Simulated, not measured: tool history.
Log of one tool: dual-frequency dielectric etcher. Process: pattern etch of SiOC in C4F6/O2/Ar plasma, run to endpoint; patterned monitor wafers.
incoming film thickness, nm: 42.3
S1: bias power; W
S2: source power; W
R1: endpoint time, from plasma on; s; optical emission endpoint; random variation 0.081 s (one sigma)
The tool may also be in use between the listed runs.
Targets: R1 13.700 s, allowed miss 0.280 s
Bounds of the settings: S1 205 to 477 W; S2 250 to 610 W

| run | hour | S1 | S2 | R1 |
|---|---|---|---|---|
| 1 | 0.0 | 341 | 430 | 15.415 |
| 2 | 6.3 | 351 | 430 | 15.300 |
| 3 | 8.5 | 302 | 430 | 16.124 |
| 4 | 15.9 | 316 | 430 | 15.891 |
| 5 | 20.6 | 316 | 470 | 15.515 |
| 6 | 26.7 | 316 | 510 | 15.087 |
| 7 | 33.5 | 324 | 510 | 15.052 |
| 8 | 42.0 | 332 | 510 | 14.974 |
| 9 | 50.2 | 340 | 510 | 14.830 |
| 10 | 59.0 | 347 | 510 | 14.680 |
| 11 | 67.5 | 353 | 510 | 14.399 |
| 12 | 74.6 | 357 | 510 | 14.444 |
| 13 | 79.1 | 361 | 510 | 14.516 |
| 14 | 82.0 | 367 | 510 | 14.338 |
| 15 | 88.1 | 371 | 510 | 14.332 |
| 16 | 92.2 | 375 | 510 | 14.303 |
| 17 | 99.3 | 379 | 510 | 14.261 |
| 18 | 103.3 | 383 | 510 | 14.021 |

5 next moves are on the table. One of them brings every result within its allowed miss. Which?
| A | 107.3 | 348 | 480 | ? |
| B | 107.3 | 342 | 530 | ? |
| C | 107.3 | 349 | 550 | ? |
| D | 107.3 | 388 | 500 | ? |
| E | 107.3 | 359 | 610 | ? |

| move | R1 |
|---|---|
| A | 15.010 |
| B | 14.690 |
| C | 14.433 |
| D | 14.276 |
| E | 13.868 |
A: further off than the last run
B: further off than the last run
C: further off than the last run
D: further off than the last run
E: meets every target
Answer: E
